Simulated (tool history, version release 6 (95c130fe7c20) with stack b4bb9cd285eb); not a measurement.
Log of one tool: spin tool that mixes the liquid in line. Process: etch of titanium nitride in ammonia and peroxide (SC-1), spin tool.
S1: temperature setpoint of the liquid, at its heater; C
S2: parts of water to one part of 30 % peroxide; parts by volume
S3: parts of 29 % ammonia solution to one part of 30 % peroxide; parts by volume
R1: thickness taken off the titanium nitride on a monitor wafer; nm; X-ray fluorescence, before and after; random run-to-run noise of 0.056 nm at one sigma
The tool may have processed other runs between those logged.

{"run": 1, "day": 0.0, "S1": 56, "S2": 16, "S3": 0.95, "time under the liquid (s)": 280, "R1": 25.259}
{"run": 2, "day": 0.1, "S1": 54, "S2": 16, "S3": 0.95, "time under the liquid (s)": 280, "R1": 22.026}
{"run": 3, "day": 0.267, "S1": 54, "S2": 19.5, "S3": 0.95, "time under the liquid (s)": 280, "R1": 19.741}
{"run": 4, "day": 0.55, "S1": 54, "S2": 19.5, "S3": 0.95, "time under the liquid (s)": 280, "R1": 19.716}
{"run": 5, "day": 0.621, "S1": 54, "S2": 19.5, "S3": 0.75, "time under the liquid (s)": 280, "R1": 18.934}
{"run": 6, "day": 0.962, "S1": 52.5, "S2": 19.5, "S3": 0.75, "time under the liquid (s)": 280, "R1": 17.144}
{"day": 1.058, "done": "ammonia flow meter replaced"}
{"run": 7, "day": 1.058, "S1": 51, "S2": 19.5, "S3": 0.75, "time under the liquid (s)": 280, "R1": 15.133}
{"run": 8, "day": 1.2, "S1": 50, "S2": 19.5, "S3": 0.75, "time under the liquid (s)": 280, "R1": 13.992}

The next listed run, before its measurement:
{"run": 9, "day": 1.442, "S1": 49, "S2": 19.5, "S3": 0.75, "time under the liquid (s)": 280, "R1": "?"}

R1: 13.138 nm
